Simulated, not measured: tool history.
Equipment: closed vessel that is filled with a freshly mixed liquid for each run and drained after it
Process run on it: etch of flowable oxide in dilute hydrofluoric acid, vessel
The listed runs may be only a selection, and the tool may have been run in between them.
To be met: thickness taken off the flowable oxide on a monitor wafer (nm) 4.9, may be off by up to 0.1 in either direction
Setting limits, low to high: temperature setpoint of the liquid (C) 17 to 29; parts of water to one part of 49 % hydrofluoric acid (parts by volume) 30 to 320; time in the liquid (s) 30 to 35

run,hour,temperature setpoint of the liquid (C),parts of water to one part of 49 % hydrofluoric acid (parts by volume),time in the liquid (s),thickness taken off the flowable oxide on a monitor wafer (nm)
1,0,21,175,35,3.4707
2,2.2,22.5,175,35,3.7189
3,4.4,22.5,175,30,3.1792
4,10.2,24,165,30,3.6196
5,17.3,24,215,30,2.6333
6,20.8,25.5,215,30,2.7577
7,23.1,26,200,30,3.0988
8,29,26.5,185,30,3.4415
9,34.9,27,175,30,3.7645
10,40.2,27.5,170,30,3.9927
# hour 40.7: thermometer replaced
11,40.7,27.5,170,30,4.1793
12,42.1,28,165,30,4.4219
13,42.8,28.5,160,30,4.6844
14,46.1,29,160,30,4.7486

4 next moves are on the table. One of them brings every result within its allowed miss. Which?
A,49.4,24.5,140,30,?
B,49.4,28,160,30,?
C,49.4,26.5,145,30,?
D,49.4,29,170,30,?

move,thickness taken off the flowable oxide on a monitor wafer (nm)
A,4.7066
B,4.5819
C,4.8725
D,4.4157
A: its largest miss is bigger than the last run's
B: its largest miss is bigger than the last run's
C: meets every target
D: its largest miss is bigger than the last run's
The right move is C.
